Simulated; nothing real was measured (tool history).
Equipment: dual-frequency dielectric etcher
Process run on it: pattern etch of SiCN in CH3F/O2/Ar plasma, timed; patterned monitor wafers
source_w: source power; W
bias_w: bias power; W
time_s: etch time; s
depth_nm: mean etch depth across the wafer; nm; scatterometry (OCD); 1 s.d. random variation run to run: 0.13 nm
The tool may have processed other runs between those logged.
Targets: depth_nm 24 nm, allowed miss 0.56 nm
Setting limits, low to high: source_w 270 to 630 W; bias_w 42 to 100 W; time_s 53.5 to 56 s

run 1 hour=0 | source_w=450 bias_w=71 time_s=53.5 | depth_nm=21.219
run 2 hour=7.5 | source_w=480 bias_w=73 time_s=53.5 | depth_nm=21.828
run 3 hour=12.1 | source_w=420 bias_w=73 time_s=53.5 | depth_nm=20.629
run 4 hour=18.7 | source_w=420 bias_w=66 time_s=53.5 | depth_nm=20.29
run 5 hour=20.5 | source_w=420 bias_w=66 time_s=53.5 | depth_nm=20.353
run 6 hour=21.3 | source_w=470 bias_w=69 time_s=53.5 | depth_nm=21.395
run 7 hour=24 | source_w=470 bias_w=69 time_s=53.5 | depth_nm=21.646
run 8 hour=32.9 | source_w=500 bias_w=70 time_s=53.5 | depth_nm=22.013
run 9 hour=35.7 | source_w=520 bias_w=72 time_s=53.5 | depth_nm=22.903
run 10 hour=43.2 | source_w=530 bias_w=73 time_s=53.5 | depth_nm=23.107
run 11 hour=50.6 | source_w=540 bias_w=73 time_s=53.5 | depth_nm=22.899
run 12 hour=53.4 | source_w=550 bias_w=74 time_s=53.5 | depth_nm=23.288

Exercise: of the 4 proposed moves below, exactly one satisfies all targets within the stated allowed misses. Which move is it?
run A hour=56.2 | source_w=490 bias_w=78 time_s=53.5 | depth_nm=?
run B hour=56.2 | source_w=500 bias_w=74 time_s=54 | depth_nm=?
run C hour=56.2 | source_w=470 bias_w=86 time_s=56 | depth_nm=?
run D hour=56.2 | source_w=550 bias_w=68 time_s=53.5 | depth_nm=?

move=A depth_nm=22.68
move=B depth_nm=22.757
move=C depth_nm=23.98
move=D depth_nm=22.938
A: lands further from the targets than the last run did
B: lands further from the targets than the last run did
C: hits every target within its allowed miss
D: lands further from the targets than the last run did
Answer: C
